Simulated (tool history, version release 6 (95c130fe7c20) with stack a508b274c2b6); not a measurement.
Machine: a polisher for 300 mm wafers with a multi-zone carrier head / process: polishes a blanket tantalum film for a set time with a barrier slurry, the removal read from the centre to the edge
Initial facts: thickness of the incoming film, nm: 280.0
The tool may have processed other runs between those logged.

run,hour,flow of slurry (ml/min),pressure of the head's centre zone,pressure of the head's middle zone,pressure of the head's edge zone,abrasive content of the slurry,polishing time (s),film removed at the wafer's centre (nm),film removed at mid-radius (nm),film removed at the wafer's edge (nm)
1,0,195,1,1,1,1,52,91.748,93.239,91.978
2,3.5,195,1,1,1,1,43,77.407,77.597,77.023
3,9.3,205,1,1.01,1,1,43,77.829,78.094,77.084
4,11.5,205,1.05,1.01,1,1,43,79.398,78.207,76.317
5,15,185,1.05,1.01,1,1,43,81.088,77.722,77.056
6,19.2,185,1.05,1.02,1.01,1,43,80.619,78.87,76.368

For run 7, what comes out?
7,20.7,185,1.05,1.02,1.02,1,43,?,?,?

{"run 7": {"film removed at the wafer's centre (nm)": 78.631, "film removed at mid-radius (nm)": 77.618, "film removed at the wafer's edge (nm)": 76.258}}
